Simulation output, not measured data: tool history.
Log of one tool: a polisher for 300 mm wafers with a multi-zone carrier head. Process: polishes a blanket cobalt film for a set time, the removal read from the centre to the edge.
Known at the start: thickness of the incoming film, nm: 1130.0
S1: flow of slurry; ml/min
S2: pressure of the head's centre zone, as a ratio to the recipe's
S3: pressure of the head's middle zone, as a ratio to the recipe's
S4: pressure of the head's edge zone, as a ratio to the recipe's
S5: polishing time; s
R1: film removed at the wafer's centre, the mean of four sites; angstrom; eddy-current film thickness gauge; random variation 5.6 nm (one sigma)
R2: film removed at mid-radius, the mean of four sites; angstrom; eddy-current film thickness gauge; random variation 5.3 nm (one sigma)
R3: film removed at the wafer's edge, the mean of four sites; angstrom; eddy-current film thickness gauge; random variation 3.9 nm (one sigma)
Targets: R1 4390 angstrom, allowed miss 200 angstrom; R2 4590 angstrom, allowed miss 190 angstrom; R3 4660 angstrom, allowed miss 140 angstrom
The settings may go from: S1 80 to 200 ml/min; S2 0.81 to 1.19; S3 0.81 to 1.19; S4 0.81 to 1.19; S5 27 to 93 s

run  hour   S1    S2    S3    S4  S5      R1      R2      R3
  1     0  130     1     1     1  59  3354.4  3404.7  3316.7
  2     2  130     1  1.07     1  59  3330.1  3650.6  3306.5
  3   5.1  135     1  1.06  1.02  61  3451.3  3693.6  3480.2
  4  10.1  135     1  1.06  1.02  69  4030.7    4189  3938.7
  5  14.4  135     1  1.15  1.02  69  3930.2  4453.3  3932.2
  6  20.5  135  0.95  1.15  1.02  69  3875.2  4496.7  3908.3
  7  26.7  140  0.95  1.14  1.04  69  3770.6  4497.6  4016.2
  8  32.1  175  1.05  1.04  1.12  72  4543.6  4385.5  4412.1
  9  41.1  175  1.04  1.04  1.13  72  4460.9    4478  4400.5
 10    50  175  1.03  1.04  1.14  72  4426.3  4391.5  4429.1
 11  55.8  175  1.02  1.04  1.15  72    4391  4442.1  4452.4
 12  56.4  175  1.02  1.04  1.16  72  4284.2  4481.2  4469.1

Which of these 5 next moves meets every target?
  A    57  180  1.02  0.92  1.19  71   ?   ?   ?
  B    57  200  1.05   1.1  1.07  70   ?   ?   ?
  C    57  175  1.04  1.14  1.09  69   ?   ?   ?
  D    57  160  1.03  1.17  1.15  68   ?   ?   ?
  E    57  180  1.02  1.06  1.19  73   ?   ?   ?

move      R1      R2      R3
   A  4270.5  3989.7  4514.1
   B  4404.6  4599.7  4245.7
   C  4220.3  4590.4  4170.5
   D  4064.9  4566.7  4186.3
   E  4394.9  4593.3    4633
A: further off than the last run
B: further off than the last run
C: further off than the last run
D: further off than the last run
E: meets every target
Move E is the one to make.

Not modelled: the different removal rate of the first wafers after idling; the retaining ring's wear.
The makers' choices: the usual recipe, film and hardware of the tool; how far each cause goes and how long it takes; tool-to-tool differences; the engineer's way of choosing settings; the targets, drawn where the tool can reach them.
